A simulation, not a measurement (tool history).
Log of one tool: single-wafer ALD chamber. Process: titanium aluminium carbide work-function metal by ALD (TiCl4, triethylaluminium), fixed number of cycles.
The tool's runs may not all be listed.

| run | hour | heater temperature setpoint (K) | triethylaluminium pulse time (s) | mean film thickness on the monitor wafer (angstrom) |
|---|---|---|---|---|
| 1 | 0.0 | 598.15 | 12.23 | 23.348 |
| 2 | 8.5 | 589.15 | 12.23 | 22.485 |
| 3 | 12.4 | 594.15 | 12.23 | 22.875 |
| 4 | 19.5 | 596.15 | 12.52 | 23.483 |
| 5 | 20.6 | 596.15 | 15.96 | 23.446 |
| 6 | 25.6 | 598.15 | 16.06 | 23.507 |
| 7 | 30.4 | 600.15 | 16.12 | 23.870 |
| 8 | 32.5 | 601.15 | 16.19 | 23.844 |
| 9 | 39.4 | 602.15 | 16.27 | 23.910 |
| 10 | 45.0 | 603.15 | 16.36 | 24.112 |
|  | 46.2 | thermocouple changed; heater temperature recalibrated |
| 11 | 46.2 | 604.15 | 16.41 | 23.752 |
| 12 | 51.1 | 606.15 | 16.87 | 23.909 |

Run 13 comes next. What will it give?
| 13 | 55.2 | 608.15 | 17.27 | ? |

{"run 13": {"mean film thickness on the monitor wafer (angstrom)": 24.104}}
